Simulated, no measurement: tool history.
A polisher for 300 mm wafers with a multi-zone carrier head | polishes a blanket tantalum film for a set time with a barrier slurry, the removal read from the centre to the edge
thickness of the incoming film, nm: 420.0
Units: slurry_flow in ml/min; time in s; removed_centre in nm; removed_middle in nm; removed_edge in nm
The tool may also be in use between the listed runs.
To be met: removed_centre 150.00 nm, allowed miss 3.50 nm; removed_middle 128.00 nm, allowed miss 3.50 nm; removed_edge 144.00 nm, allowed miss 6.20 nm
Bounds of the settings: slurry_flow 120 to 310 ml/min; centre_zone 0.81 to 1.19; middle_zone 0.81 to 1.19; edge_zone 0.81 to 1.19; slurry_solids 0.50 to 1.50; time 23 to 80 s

run,hour,slurry_flow,centre_zone,middle_zone,edge_zone,slurry_solids,time,removed_centre,removed_middle,removed_edge
1,0.0,200,1.00,1.00,1.00,1.00,51,125.68,129.61,123.92
2,3.3,165,1.00,1.00,1.00,1.00,51,121.04,125.10,119.85
3,4.3,165,1.00,1.00,0.95,1.00,51,120.00,124.51,119.30
4,12.8,165,1.00,0.95,0.95,1.00,51,122.23,120.02,120.43
5,13.6,165,1.05,0.95,0.95,1.00,51,126.14,118.92,120.02
6,14.3,190,1.05,0.93,0.99,1.05,51,132.14,119.32,123.56
7,18.2,205,1.04,0.92,1.02,1.10,51,131.65,122.77,127.50
8,26.4,220,1.05,0.90,1.04,1.15,51,135.11,124.38,133.49
9,31.4,235,1.06,0.89,1.05,1.15,51,139.75,123.56,131.03
10,33.4,240,1.07,0.88,1.07,1.20,51,143.10,122.00,132.19
11,36.4,245,1.07,0.87,1.08,1.25,51,142.92,122.29,138.50

Which of these 4 next moves meets every target?
A,39.4,200,1.00,0.92,0.94,1.35,52,?,?,?
B,39.4,275,0.98,0.92,1.06,1.10,51,?,?,?
C,39.4,260,1.06,0.86,1.08,1.30,53,?,?,?
D,39.4,220,1.06,0.86,1.18,1.45,48,?,?,?

move,removed_centre,removed_middle,removed_edge
A,135.26,128.49,131.42
B,131.08,126.44,134.33
C,150.84,127.43,144.69
D,136.07,115.21,136.69
A: further off than the last run
B: further off than the last run
C: meets every target
D: further off than the last run
The right move is C.
